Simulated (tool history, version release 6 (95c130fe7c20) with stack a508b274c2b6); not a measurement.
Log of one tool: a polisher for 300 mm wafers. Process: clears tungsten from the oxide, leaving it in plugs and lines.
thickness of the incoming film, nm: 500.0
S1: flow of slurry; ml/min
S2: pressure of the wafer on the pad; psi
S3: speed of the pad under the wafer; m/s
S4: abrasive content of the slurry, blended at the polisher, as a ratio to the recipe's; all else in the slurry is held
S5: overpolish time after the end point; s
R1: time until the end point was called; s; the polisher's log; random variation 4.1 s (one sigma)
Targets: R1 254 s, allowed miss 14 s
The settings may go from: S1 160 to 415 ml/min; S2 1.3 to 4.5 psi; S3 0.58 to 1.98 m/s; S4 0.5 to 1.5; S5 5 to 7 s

{"run": 1, "hour": 0.0, "S1": 265, "S2": 2.9, "S3": 1.28, "S4": 1, "S5": 7, "R1": 116.69}
{"run": 2, "hour": 3.9, "S1": 265, "S2": 2.9, "S3": 1.28, "S4": 0.8, "S5": 7, "R1": 126.82}
{"run": 3, "hour": 12.4, "S1": 265, "S2": 2.2, "S3": 1.28, "S4": 0.8, "S5": 7, "R1": 160.72}
{"run": 4, "hour": 13.7, "S1": 265, "S2": 2.1, "S3": 1.26, "S4": 0.8, "S5": 7, "R1": 169.44}
{"run": 5, "hour": 21.9, "S1": 265, "S2": 2, "S3": 1.24, "S4": 0.8, "S5": 7, "R1": 176.45}
{"run": 6, "hour": 25.8, "S1": 220, "S2": 2, "S3": 1.24, "S4": 0.8, "S5": 7, "R1": 185.77}
{"run": 7, "hour": 29.6, "S1": 220, "S2": 1.9, "S3": 1.24, "S4": 0.8, "S5": 7, "R1": 192.82}
{"run": 8, "hour": 33.2, "S1": 220, "S2": 1.8, "S3": 1.24, "S4": 0.8, "S5": 7, "R1": 195.61}
{"run": 9, "hour": 34.8, "S1": 220, "S2": 1.7, "S3": 1.22, "S4": 0.8, "S5": 7, "R1": 210.9}
{"run": 10, "hour": 41.0, "S1": 220, "S2": 1.3, "S3": 1.16, "S4": 0.8, "S5": 7, "R1": 277.59}

5 next moves are on the table. One of them brings every result within its allowed miss. Which?
{"run": "A", "hour": 47.2, "S1": 220, "S2": 1.6, "S3": 1.2, "S4": 0.5, "S5": 7, "R1": "?"}
{"run": "B", "hour": 47.2, "S1": 270, "S2": 1.3, "S3": 1.04, "S4": 0.8, "S5": 6, "R1": "?"}
{"run": "C", "hour": 47.2, "S1": 175, "S2": 1.3, "S3": 0.96, "S4": 0.95, "S5": 5, "R1": "?"}
{"run": "D", "hour": 47.2, "S1": 250, "S2": 1.3, "S3": 0.96, "S4": 0.85, "S5": 7, "R1": "?"}
{"run": "E", "hour": 47.2, "S1": 215, "S2": 1.3, "S3": 1.02, "S4": 0.75, "S5": 7, "R1": "?"}

move=A R1=244.7
move=B R1=289.89
move=C R1=309.78
move=D R1=308.61
move=E R1=310.01
A: meets every target
B: further off than the last run
C: further off than the last run
D: further off than the last run
E: further off than the last run
The right move is A.

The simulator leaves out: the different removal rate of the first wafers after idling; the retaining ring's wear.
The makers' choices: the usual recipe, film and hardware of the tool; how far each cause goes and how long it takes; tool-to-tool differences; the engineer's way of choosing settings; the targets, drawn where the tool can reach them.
